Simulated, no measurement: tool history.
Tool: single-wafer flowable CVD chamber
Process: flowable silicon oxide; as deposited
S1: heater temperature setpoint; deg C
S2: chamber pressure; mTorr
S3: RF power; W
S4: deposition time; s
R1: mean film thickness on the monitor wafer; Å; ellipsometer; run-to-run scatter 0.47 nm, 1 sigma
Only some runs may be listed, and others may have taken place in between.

run 1 hour=0 | S1=100 S2=877 S3=2000 S4=251 | R1=1828.7
run 2 hour=1.8 | S1=103 S2=873 S3=2000 S4=251 | R1=1625.3
run 3 hour=5 | S1=103 S2=777 S3=2000 S4=251 | R1=1447.2
run 4 hour=5.7 | S1=103 S2=777 S3=2285 S4=251 | R1=1495.1
run 5 hour=9.4 | S1=106 S2=776 S3=2285 S4=251 | R1=1348.2
-- hour=17.1 capacitance manometer re-zeroed and calibrated
run 6 hour=17.1 | S1=111 S2=776 S3=2285 S4=251 | R1=1096.5
run 7 hour=24.8 | S1=112 S2=776 S3=2285 S4=251 | R1=1045.3

For run 8, what comes out?
run 8 hour=28.3 | S1=113 S2=776 S3=2285 S4=251 | R1=?

{"run 8": {"R1": 1015.8}}
